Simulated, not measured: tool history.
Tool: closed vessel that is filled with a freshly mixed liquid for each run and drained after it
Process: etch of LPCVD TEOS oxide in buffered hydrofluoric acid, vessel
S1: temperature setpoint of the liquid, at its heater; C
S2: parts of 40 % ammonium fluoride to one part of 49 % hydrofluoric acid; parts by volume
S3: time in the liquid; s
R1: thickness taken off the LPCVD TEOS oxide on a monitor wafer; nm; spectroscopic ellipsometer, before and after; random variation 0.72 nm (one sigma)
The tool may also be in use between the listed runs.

run,hour,S1,S2,S3,R1
1,0.0,24,22.0,35,40.664
2,2.3,24,25.5,35,36.418
3,8.5,24,30.0,35,32.243
4,15.9,27,30.0,35,37.783
5,24.1,27,27.5,35,40.557
6,31.6,29,27.5,35,44.710
7,39.0,32,20.5,35,64.507

The next listed run, before its measurement:
8,46.5,32,19.5,35,?

Run 8 gave R1 67.466 nm.
